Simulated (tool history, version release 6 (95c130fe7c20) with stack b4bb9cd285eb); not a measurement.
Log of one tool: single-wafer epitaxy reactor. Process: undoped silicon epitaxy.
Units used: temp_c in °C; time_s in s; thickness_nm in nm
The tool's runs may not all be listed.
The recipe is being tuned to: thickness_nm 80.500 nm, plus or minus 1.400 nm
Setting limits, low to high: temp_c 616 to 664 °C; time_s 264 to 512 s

run 1 hour=0.0 | temp_c=640 time_s=388 | thickness_nm=55.182
run 2 hour=8.6 | temp_c=645 time_s=388 | thickness_nm=61.546
run 3 hour=12.3 | temp_c=645 time_s=432 | thickness_nm=69.119
run 4 hour=20.5 | temp_c=647 time_s=432 | thickness_nm=72.480
run 5 hour=23.7 | temp_c=647 time_s=471 | thickness_nm=78.694
run 6 hour=27.4 | temp_c=654 time_s=471 | thickness_nm=91.913
run 7 hour=31.0 | temp_c=652 time_s=471 | thickness_nm=87.110
run 8 hour=37.9 | temp_c=651 time_s=471 | thickness_nm=85.454
run 9 hour=41.1 | temp_c=650 time_s=471 | thickness_nm=84.199
run 10 hour=42.7 | temp_c=649 time_s=471 | thickness_nm=82.562

Which one of the following 4 next-run settings gets every result inside its allowed miss? There is exactly one.
run A hour=44.3 | temp_c=648 time_s=490 | thickness_nm=?
run B hour=44.3 | temp_c=651 time_s=458 | thickness_nm=?
run C hour=44.3 | temp_c=647 time_s=486 | thickness_nm=?
run D hour=44.3 | temp_c=655 time_s=423 | thickness_nm=?

move=A thickness_nm=83.410
move=B thickness_nm=83.250
move=C thickness_nm=80.932
move=D thickness_nm=83.863
A: the biggest miss grows against the last run
B: the biggest miss grows against the last run
C: every result lands within tolerance
D: the biggest miss grows against the last run
Answer: C
